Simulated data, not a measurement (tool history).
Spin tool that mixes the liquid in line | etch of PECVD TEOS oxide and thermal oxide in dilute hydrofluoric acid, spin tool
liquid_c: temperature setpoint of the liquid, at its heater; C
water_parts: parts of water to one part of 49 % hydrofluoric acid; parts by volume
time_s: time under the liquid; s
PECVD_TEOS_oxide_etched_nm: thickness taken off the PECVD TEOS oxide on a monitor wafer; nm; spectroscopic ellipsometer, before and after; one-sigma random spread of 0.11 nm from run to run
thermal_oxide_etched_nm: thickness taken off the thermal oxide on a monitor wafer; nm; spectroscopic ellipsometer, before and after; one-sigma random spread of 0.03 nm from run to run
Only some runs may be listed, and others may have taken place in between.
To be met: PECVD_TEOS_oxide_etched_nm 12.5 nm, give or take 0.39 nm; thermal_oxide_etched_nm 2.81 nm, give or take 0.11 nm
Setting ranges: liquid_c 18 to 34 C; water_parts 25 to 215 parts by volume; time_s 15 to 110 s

run	hour	liquid_c	water_parts	time_s	PECVD_TEOS_oxide_etched_nm	thermal_oxide_etched_nm
1	0	26	120	55	9.4844	2.142
2	6.7	29	120	55	10.581	2.3885
3	8.7	29	120	30	5.8214	1.3136
4	12.8	32	120	30	6.5382	1.4623
# hour 18.2: thermometer replaced
5	18.2	33.5	120	30	7.4585	1.6816
6	20.1	33.5	105	30	8.6186	1.9705
7	21.5	33.5	100	30	9.3017	2.0985
8	22.4	33.5	100	30	9.1205	2.0499
9	25.1	34	65	30	15.316	3.4455
10	25.7	33	65	30	14.505	3.2684
11	33.8	32	65	30	13.957	3.1618

5 next moves are on the table. One of them brings every result within its allowed miss. Which?
A	41.9	34	65	25	?	?
B	41.9	23.5	25	15	?	?
C	41.9	23	25	15	?	?
D	41.9	32.5	100	40	?	?
E	41.9	29.5	80	35	?	?

move	PECVD_TEOS_oxide_etched_nm	thermal_oxide_etched_nm
A	12.728	2.8107
B	13.88	3.065
C	13.589	3.0009
D	11.853	2.6174
E	11.931	2.6347
A: every result within its allowed miss
B: moves toward the targets from the last run without getting all of them in spec
C: moves toward the targets from the last run without getting all of them in spec
D: moves the result that the last run missed by most past its target, out the other side
E: moves the result that the last run missed by most past its target, out the other side
A is the move that brings every result within its allowed miss.
